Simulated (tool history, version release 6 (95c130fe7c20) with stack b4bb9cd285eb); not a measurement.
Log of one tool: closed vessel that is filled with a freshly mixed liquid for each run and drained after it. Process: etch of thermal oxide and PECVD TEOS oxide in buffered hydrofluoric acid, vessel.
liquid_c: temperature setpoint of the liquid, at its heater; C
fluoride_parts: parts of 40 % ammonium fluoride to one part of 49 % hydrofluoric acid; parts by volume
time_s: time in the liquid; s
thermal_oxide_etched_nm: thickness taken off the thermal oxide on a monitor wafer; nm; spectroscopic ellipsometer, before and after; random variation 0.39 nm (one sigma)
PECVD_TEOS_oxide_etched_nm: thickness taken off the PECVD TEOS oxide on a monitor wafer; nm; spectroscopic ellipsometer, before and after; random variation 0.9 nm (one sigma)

run    day  liquid_c  fluoride_parts  time_s  thermal_oxide_etched_nm  PECVD_TEOS_oxide_etched_nm
  1  0.000      22.0            23.0      80                   41.371                      77.796
  2  0.142      23.0            23.0      80                   43.009                      80.955
  3  0.221      25.5            23.0      80                   49.975                      92.446
  4  0.592      25.5            18.5      80                   60.051                     111.440
  5  0.875      25.0            18.5      80                   57.674                     107.570
  6  1.079      25.0            18.5      60                   43.357                      81.118
  7  1.208      25.0            18.5      60                   44.000                      79.736

The next listed run, before its measurement:
  8  1.300      25.5            18.5      60                        ?                           ?

{"run 8": {"thermal_oxide_etched_nm": 44.229, "PECVD_TEOS_oxide_etched_nm": 81.254}}

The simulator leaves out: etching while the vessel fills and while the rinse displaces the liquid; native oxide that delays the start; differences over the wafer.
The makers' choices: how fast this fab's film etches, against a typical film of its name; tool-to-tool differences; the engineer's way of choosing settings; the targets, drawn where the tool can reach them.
